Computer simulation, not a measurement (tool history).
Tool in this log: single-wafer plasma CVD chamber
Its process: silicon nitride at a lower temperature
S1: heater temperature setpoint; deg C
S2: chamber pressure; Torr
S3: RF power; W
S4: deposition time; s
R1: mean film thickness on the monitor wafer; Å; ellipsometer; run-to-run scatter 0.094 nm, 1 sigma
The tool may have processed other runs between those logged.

run,day,S1,S2,S3,S4,R1
1,0.000,375,1.53,280,17.8,199.22
2,0.346,375,1.41,260,17.7,181.78
3,0.662,375,1.29,255,17.7,175.58
4,1.004,375,1.29,290,17.7,194.61
5,1.358,375,1.29,320,17.7,212.00
6,1.492,375,1.29,320,17.8,214.15
7,1.833,375,1.21,295,17.6,195.30
8,2.054,375,1.16,275,17.5,180.37

Run 9 is up next; what results do you expect?
9,2.408,375,1.11,265,17.4,?

{"run 9": {"R1": 171.07}}
